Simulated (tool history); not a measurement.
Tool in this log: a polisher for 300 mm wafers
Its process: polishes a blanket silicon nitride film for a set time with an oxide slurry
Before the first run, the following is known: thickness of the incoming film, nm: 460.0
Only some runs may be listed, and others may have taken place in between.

run  hour  flow of slurry (ml/min)  pressure of the wafer on the pad (kPa)  speed of the pad under the wafer (m/s)  abrasive content of the slurry  polishing time (s)  film removed (nm)
  1   0.0                      265                                    27.6                                    1.00                            1.00                  32             17.551
  2   8.1                      265                                    27.6                                    1.00                            1.00                  28             15.679
  3  15.7                      265                                    27.6                                    1.00                            1.10                  28             16.588
  4  24.4                      265                                    27.6                                    1.00                            1.25                  28             18.100
  5  30.2                      220                                    27.6                                    1.00                            1.25                  28             17.650
  6  32.6                      165                                    27.6                                    1.00                            1.25                  28             16.880
  7  37.8                      165                                    27.6                                    1.00                            1.25                  28             16.676
  8  44.4                      165                                    26.9                                    1.00                            1.25                  28             16.563
  9  47.9                      165                                    26.2                                    1.00                            1.25                  28             16.282
 10  51.7                      165                                    20.0                                    1.00                            1.25                  28             12.396
     57.7  -- slurry blender recalibrated
 11  57.7                      205                                    22.1                                    1.00                            1.25                  28             15.651
 12  59.6                      200                                    21.4                                    1.00                            1.25                  28             15.095
 13  67.3                      195                                    21.4                                    1.00                            1.25                  28             15.205

Run 14, settings as shown, results not yet in. Your forecast:
 14  75.6                      190                                    20.7                                    1.00                            1.25                  28                  ?

Logged for run 14: film removed (nm) 14.651.
